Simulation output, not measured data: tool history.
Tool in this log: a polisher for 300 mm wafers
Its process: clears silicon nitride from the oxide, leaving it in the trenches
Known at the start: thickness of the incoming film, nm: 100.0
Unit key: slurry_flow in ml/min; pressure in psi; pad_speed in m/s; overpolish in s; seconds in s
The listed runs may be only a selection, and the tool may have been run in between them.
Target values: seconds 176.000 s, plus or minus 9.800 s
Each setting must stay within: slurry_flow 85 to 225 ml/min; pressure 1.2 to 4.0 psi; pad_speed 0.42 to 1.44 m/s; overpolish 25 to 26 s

Run 1, hour 0.0: slurry_flow 145 ml/min, pressure 2.6 psi, pad_speed 0.92 m/s, overpolish 25 s. Result: seconds 128.840 s.
Run 2, hour 6.5: slurry_flow 145 ml/min, pressure 2.5 psi, pad_speed 0.92 m/s, overpolish 25 s. Result: seconds 135.660 s.
Run 3, hour 11.2: slurry_flow 145 ml/min, pressure 2.5 psi, pad_speed 0.92 m/s, overpolish 26 s. Result: seconds 134.360 s.
Run 4, hour 15.6: slurry_flow 145 ml/min, pressure 2.4 psi, pad_speed 0.92 m/s, overpolish 26 s. Result: seconds 140.850 s.
Run 5, hour 16.1: slurry_flow 145 ml/min, pressure 2.9 psi, pad_speed 0.92 m/s, overpolish 26 s. Result: seconds 121.050 s.
Run 6, hour 22.2: slurry_flow 145 ml/min, pressure 3.4 psi, pad_speed 0.92 m/s, overpolish 26 s. Result: seconds 103.060 s.
Run 7, hour 26.9: slurry_flow 145 ml/min, pressure 3.2 psi, pad_speed 0.92 m/s, overpolish 26 s. Result: seconds 109.960 s.
Run 8, hour 32.6: slurry_flow 145 ml/min, pressure 3.1 psi, pad_speed 0.92 m/s, overpolish 26 s. Result: seconds 113.780 s.
Run 9, hour 35.3: slurry_flow 145 ml/min, pressure 3.0 psi, pad_speed 0.92 m/s, overpolish 26 s. Result: seconds 115.450 s.

Which of these 4 next moves meets every target?
Run A, hour 38.0: slurry_flow 140 ml/min, pressure 2.2 psi, pad_speed 0.70 m/s, overpolish 26 s. Result: seconds ?.
Run B, hour 38.0: slurry_flow 155 ml/min, pressure 2.7 psi, pad_speed 0.64 m/s, overpolish 26 s. Result: seconds ?.
Run C, hour 38.0: slurry_flow 215 ml/min, pressure 3.4 psi, pad_speed 1.44 m/s, overpolish 25 s. Result: seconds ?.
Run D, hour 38.0: slurry_flow 130 ml/min, pressure 2.4 psi, pad_speed 1.06 m/s, overpolish 26 s. Result: seconds ?.

move  seconds
   A  200.120
   B  179.970
   C   63.774
   D  126.530
A: carries the result that was furthest off beyond its target, to the other side
B: meets every target
C: misses by more than the last run did
D: nearer the targets than the last run, but a result is still out of spec
Move B is the one to make.
